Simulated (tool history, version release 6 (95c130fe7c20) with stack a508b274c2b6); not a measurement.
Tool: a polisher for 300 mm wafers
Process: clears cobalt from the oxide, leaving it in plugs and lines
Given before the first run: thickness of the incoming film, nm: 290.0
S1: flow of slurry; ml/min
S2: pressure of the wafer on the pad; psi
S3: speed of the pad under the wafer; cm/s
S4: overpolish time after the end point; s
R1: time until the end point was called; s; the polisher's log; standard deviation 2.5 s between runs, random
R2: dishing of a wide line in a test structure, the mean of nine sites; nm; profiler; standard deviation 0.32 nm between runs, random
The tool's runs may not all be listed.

run 1 hour=0 | S1=175 S2=1.5 S3=94 S4=12 | R1=66.399 R2=33.59
run 2 hour=4 | S1=215 S2=1.5 S3=94 S4=12 | R1=64.122 R2=33.778
run 3 hour=12.2 | S1=210 S2=1.3 S3=82 S4=13 | R1=84.653 R2=29.794
run 4 hour=20.8 | S1=235 S2=1.3 S3=82 S4=13 | R1=82.445 R2=30.628
run 5 hour=28.7 | S1=230 S2=1.1 S3=74 S4=14 | R1=103.4 R2=26.823
run 6 hour=34.7 | S1=230 S2=1.1 S3=74 S4=10 | R1=105.65 R2=21.234
run 7 hour=39.7 | S1=225 S2=1 S3=68 S4=12 | R1=125.79 R2=20.886
run 8 hour=42.5 | S1=205 S2=0.9 S3=68 S4=14 | R1=137.15 R2=22.296

Run 9 has not been measured yet. What should we expect?
run 9 hour=47.6 | S1=195 S2=0.7 S3=58 S4=17 | R1=? R2=?

Run 9 measured R1 205.03 s, R2 18.847 nm.
